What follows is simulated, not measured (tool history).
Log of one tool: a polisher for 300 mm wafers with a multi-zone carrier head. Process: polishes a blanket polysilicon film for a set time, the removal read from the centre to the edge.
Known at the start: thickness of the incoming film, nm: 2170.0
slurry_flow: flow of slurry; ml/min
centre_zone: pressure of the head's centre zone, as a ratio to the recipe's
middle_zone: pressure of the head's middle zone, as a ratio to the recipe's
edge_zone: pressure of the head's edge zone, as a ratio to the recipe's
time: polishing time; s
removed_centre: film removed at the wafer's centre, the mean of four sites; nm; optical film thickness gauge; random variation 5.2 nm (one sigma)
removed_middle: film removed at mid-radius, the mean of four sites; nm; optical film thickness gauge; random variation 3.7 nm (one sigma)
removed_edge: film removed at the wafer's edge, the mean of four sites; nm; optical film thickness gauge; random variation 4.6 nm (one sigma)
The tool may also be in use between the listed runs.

run    day  slurry_flow  centre_zone  middle_zone  edge_zone  time  removed_centre  removed_middle  removed_edge
  1      0          170            1            1          1    52          403.16          403.76        426.09
  2    0.2          140            1            1          1    52          392.75          392.35        411.51
  3  0.367          135         0.98         1.01       0.98    52           379.2          398.04        416.56
  4  0.725          135         0.98         1.03       0.96    51          387.61          388.98        400.77
     0.879  -- slurry nozzle cleaned
  5  0.879          130         0.96         1.06       0.96    50             385          413.38         407.1
  6  1.067          130         0.96         1.06       0.91    50          382.08           411.7        394.98

Run 7 comes next. What will it give?
  7  1.3          130         0.95         1.05        0.9    50               ?               ?             ?

{"run 7": {"removed_centre": 389.23, "removed_middle": 412.62, "removed_edge": 387.75}}
